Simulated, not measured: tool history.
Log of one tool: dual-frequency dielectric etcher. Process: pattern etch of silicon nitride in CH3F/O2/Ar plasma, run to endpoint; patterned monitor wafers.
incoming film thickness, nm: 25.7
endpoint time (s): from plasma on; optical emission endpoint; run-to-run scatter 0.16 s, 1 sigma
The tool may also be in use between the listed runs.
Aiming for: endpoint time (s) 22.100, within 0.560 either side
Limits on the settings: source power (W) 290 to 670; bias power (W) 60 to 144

run 1 hour=0.0 | source_power_(W)=480 bias_power_(W)=102 | endpoint_time_(s)=27.700
run 2 hour=6.1 | source_power_(W)=420 bias_power_(W)=102 | endpoint_time_(s)=29.618
run 3 hour=11.1 | source_power_(W)=450 bias_power_(W)=104 | endpoint_time_(s)=28.671
run 4 hour=14.0 | source_power_(W)=450 bias_power_(W)=118 | endpoint_time_(s)=26.869
run 5 hour=15.0 | source_power_(W)=400 bias_power_(W)=118 | endpoint_time_(s)=28.284
run 6 hour=21.9 | source_power_(W)=430 bias_power_(W)=119 | endpoint_time_(s)=27.686
run 7 hour=24.9 | source_power_(W)=460 bias_power_(W)=121 | endpoint_time_(s)=26.543
run 8 hour=33.3 | source_power_(W)=480 bias_power_(W)=122 | endpoint_time_(s)=25.436
run 9 hour=36.2 | source_power_(W)=580 bias_power_(W)=127 | endpoint_time_(s)=23.303
run 10 hour=39.2 | source_power_(W)=590 bias_power_(W)=127 | endpoint_time_(s)=23.114
run 11 hour=45.0 | source_power_(W)=600 bias_power_(W)=127 | endpoint_time_(s)=22.853

Pick the move, out of 5, that brings all results within their allowed miss; only one does.
run A hour=50.8 | source_power_(W)=600 bias_power_(W)=120 | endpoint_time_(s)=?
run B hour=50.8 | source_power_(W)=540 bias_power_(W)=132 | endpoint_time_(s)=?
run C hour=50.8 | source_power_(W)=550 bias_power_(W)=125 | endpoint_time_(s)=?
run D hour=50.8 | source_power_(W)=550 bias_power_(W)=128 | endpoint_time_(s)=?
run E hour=50.8 | source_power_(W)=570 bias_power_(W)=144 | endpoint_time_(s)=?

move=A endpoint_time_(s)=23.636
move=B endpoint_time_(s)=23.794
move=C endpoint_time_(s)=24.154
move=D endpoint_time_(s)=23.911
move=E endpoint_time_(s)=22.371
A: the biggest miss grows against the last run
B: the biggest miss grows against the last run
C: the biggest miss grows against the last run
D: the biggest miss grows against the last run
E: each result inside its tolerance
So the answer is move E, the one that meets all the targets.

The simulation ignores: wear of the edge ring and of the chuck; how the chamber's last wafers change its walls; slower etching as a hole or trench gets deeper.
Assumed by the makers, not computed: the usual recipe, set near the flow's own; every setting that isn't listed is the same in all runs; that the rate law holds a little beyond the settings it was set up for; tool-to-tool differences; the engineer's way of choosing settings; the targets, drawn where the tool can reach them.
